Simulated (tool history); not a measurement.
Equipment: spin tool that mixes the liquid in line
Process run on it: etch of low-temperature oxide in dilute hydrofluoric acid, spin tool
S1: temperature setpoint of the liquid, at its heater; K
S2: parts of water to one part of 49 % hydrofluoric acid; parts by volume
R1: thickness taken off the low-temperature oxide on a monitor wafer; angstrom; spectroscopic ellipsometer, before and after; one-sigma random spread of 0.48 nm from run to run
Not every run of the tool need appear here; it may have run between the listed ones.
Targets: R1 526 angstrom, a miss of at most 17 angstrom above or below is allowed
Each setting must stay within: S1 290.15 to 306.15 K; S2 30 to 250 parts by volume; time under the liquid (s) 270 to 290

run 1 day=0 | S1=298.15 S2=140 time_under_the_liquid_(s)=270 | R1=359.73
run 2 day=0.088 | S1=298.15 S2=140 time_under_the_liquid_(s)=270 | R1=354.66
run 3 day=0.342 | S1=299.65 S2=140 time_under_the_liquid_(s)=270 | R1=380.12
run 4 day=0.371 | S1=299.65 S2=165 time_under_the_liquid_(s)=270 | R1=311.06
run 5 day=0.546 | S1=302.15 S2=165 time_under_the_liquid_(s)=270 | R1=337.34
run 6 day=0.833 | S1=302.15 S2=145 time_under_the_liquid_(s)=270 | R1=403.7
run 7 day=1.062 | S1=303.15 S2=140 time_under_the_liquid_(s)=270 | R1=428.99
run 8 day=1.438 | S1=303.65 S2=135 time_under_the_liquid_(s)=270 | R1=446.94
run 9 day=1.55 | S1=304.15 S2=130 time_under_the_liquid_(s)=270 | R1=489.85
run 10 day=1.638 | S1=304.65 S2=130 time_under_the_liquid_(s)=270 | R1=495.71
run 11 day=1.688 | S1=305.15 S2=130 time_under_the_liquid_(s)=270 | R1=505.81

Which of these 5 next moves meets every target?
run A day=1.738 | S1=306.15 S2=130 time_under_the_liquid_(s)=270 | R1=?
run B day=1.738 | S1=304.15 S2=130 time_under_the_liquid_(s)=275 | R1=?
run C day=1.738 | S1=306.15 S2=125 time_under_the_liquid_(s)=275 | R1=?
run D day=1.738 | S1=305.65 S2=130 time_under_the_liquid_(s)=290 | R1=?
run E day=1.738 | S1=306.15 S2=120 time_under_the_liquid_(s)=275 | R1=?

move=A R1=519.29
move=B R1=492.34
move=C R1=554.07
move=D R1=547.93
move=E R1=581.38
A: meets every target
B: moves away from the targets compared with the last run
C: takes the biggest miss from the last run beyond its target
D: takes the biggest miss from the last run beyond its target
E: takes the biggest miss from the last run beyond its target
Go with A: it meets all targets.

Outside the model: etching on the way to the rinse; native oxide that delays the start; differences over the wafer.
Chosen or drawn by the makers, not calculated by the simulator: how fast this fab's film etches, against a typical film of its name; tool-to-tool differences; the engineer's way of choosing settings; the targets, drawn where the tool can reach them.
